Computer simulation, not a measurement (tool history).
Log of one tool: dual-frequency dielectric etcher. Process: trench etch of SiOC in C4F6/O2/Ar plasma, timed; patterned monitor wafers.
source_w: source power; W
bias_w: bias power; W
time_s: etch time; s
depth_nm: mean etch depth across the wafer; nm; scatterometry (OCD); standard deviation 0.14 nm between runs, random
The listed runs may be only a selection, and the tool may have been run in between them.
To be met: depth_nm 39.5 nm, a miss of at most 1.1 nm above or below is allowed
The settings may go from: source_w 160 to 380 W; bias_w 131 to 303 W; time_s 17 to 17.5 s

run 1 day=0 | source_w=270 bias_w=217 time_s=17 | depth_nm=33.814
run 2 day=0.146 | source_w=320 bias_w=217 time_s=17 | depth_nm=36.077
run 3 day=0.408 | source_w=320 bias_w=197 time_s=17 | depth_nm=35.137
run 4 day=0.767 | source_w=320 bias_w=197 time_s=17.5 | depth_nm=36.027
run 5 day=0.796 | source_w=320 bias_w=197 time_s=17.5 | depth_nm=36.007
run 6 day=0.888 | source_w=330 bias_w=199 time_s=17.5 | depth_nm=36.467
run 7 day=0.975 | source_w=340 bias_w=202 time_s=17.5 | depth_nm=37.107
run 8 day=1.167 | source_w=340 bias_w=204 time_s=17.5 | depth_nm=37.396
run 9 day=1.362 | source_w=340 bias_w=205 time_s=17.5 | depth_nm=37.333
run 10 day=1.571 | source_w=340 bias_w=207 time_s=17.5 | depth_nm=37.378

Of the 4 settings listed for the next run, only one would bring every result within its allowed miss of target. Which one?
run A day=1.779 | source_w=380 bias_w=227 time_s=17 | depth_nm=?
run B day=1.779 | source_w=330 bias_w=209 time_s=17 | depth_nm=?
run C day=1.779 | source_w=330 bias_w=218 time_s=17 | depth_nm=?
run D day=1.779 | source_w=350 bias_w=215 time_s=17 | depth_nm=?

move=A depth_nm=39.458
move=B depth_nm=36.385
move=C depth_nm=36.893
move=D depth_nm=37.56
A: each result inside its tolerance
B: lands further from the targets than the last run did
C: lands further from the targets than the last run did
D: better than the last run, though not everything is in spec
Answer: A
